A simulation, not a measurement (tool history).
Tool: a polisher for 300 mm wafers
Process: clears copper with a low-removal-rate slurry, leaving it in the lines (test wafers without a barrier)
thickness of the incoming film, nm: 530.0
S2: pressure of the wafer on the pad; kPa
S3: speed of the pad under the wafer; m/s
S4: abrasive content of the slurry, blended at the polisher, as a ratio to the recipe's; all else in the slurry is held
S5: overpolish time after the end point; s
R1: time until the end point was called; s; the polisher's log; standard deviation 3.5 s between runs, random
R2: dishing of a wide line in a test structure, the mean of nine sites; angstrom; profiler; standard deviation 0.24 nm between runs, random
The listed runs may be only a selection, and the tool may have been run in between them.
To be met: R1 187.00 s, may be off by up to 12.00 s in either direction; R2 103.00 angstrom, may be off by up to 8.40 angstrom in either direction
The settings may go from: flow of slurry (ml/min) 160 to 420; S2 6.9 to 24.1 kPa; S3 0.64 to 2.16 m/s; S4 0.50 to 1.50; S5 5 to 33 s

Run 1, day 0.000: flow of slurry (ml/min) 270, S2 15.2 kPa, S3 1.40 m/s, S4 1.00, S5 17 s. Result: R1 161.29 s, R2 354.82 angstrom.
Run 2, day 0.175: flow of slurry (ml/min) 270, S2 12.4 kPa, S3 1.50 m/s, S4 1.00, S5 13 s. Result: R1 183.47 s, R2 244.04 angstrom.
Run 3, day 0.517: flow of slurry (ml/min) 270, S2 12.4 kPa, S3 1.66 m/s, S4 1.00, S5 13 s. Result: R1 167.47 s, R2 271.63 angstrom.
Run 4, day 0.762: flow of slurry (ml/min) 270, S2 12.4 kPa, S3 1.66 m/s, S4 1.00, S5 19 s. Result: R1 165.57 s, R2 360.87 angstrom.
Run 5, day 0.958: flow of slurry (ml/min) 270, S2 10.3 kPa, S3 1.72 m/s, S4 1.00, S5 15 s. Result: R1 193.55 s, R2 269.16 angstrom.
Run 6, day 1.100: flow of slurry (ml/min) 290, S2 11.0 kPa, S3 1.48 m/s, S4 1.10, S5 12 s. Result: R1 202.74 s, R2 206.98 angstrom.
Run 7, day 1.283: flow of slurry (ml/min) 330, S2 10.3 kPa, S3 1.46 m/s, S4 1.25, S5 10 s. Result: R1 215.36 s, R2 175.76 angstrom.
Run 8, day 1.558: flow of slurry (ml/min) 360, S2 10.3 kPa, S3 1.42 m/s, S4 1.35, S5 8 s. Result: R1 219.27 s, R2 142.90 angstrom.
Run 9, day 1.638: flow of slurry (ml/min) 380, S2 11.0 kPa, S3 1.36 m/s, S4 1.40, S5 7 s. Result: R1 208.91 s, R2 122.49 angstrom.

Of the 4 settings listed for the next run, only one would bring every result within its allowed miss of target. Which one?
Run A, day 1.717: flow of slurry (ml/min) 270, S2 9.0 kPa, S3 1.34 m/s, S4 1.30, S5 12 s. Result: R1 ?, R2 ?.
Run B, day 1.717: flow of slurry (ml/min) 370, S2 13.1 kPa, S3 1.26 m/s, S4 1.50, S5 5 s. Result: R1 ?, R2 ?.
Run C, day 1.717: flow of slurry (ml/min) 365, S2 9.0 kPa, S3 1.52 m/s, S4 1.20, S5 8 s. Result: R1 ?, R2 ?.
Run D, day 1.717: flow of slurry (ml/min) 420, S2 13.8 kPa, S3 1.16 m/s, S4 1.50, S5 8 s. Result: R1 ?, R2 ?.

move      R1      R2
   A  280.54  165.76
   B  194.89  103.76
   C  246.58  128.46
   D  199.15  158.39
A: further off than the last run
B: hits every target within its allowed miss
C: further off than the last run
D: further off than the last run
The right move is B.
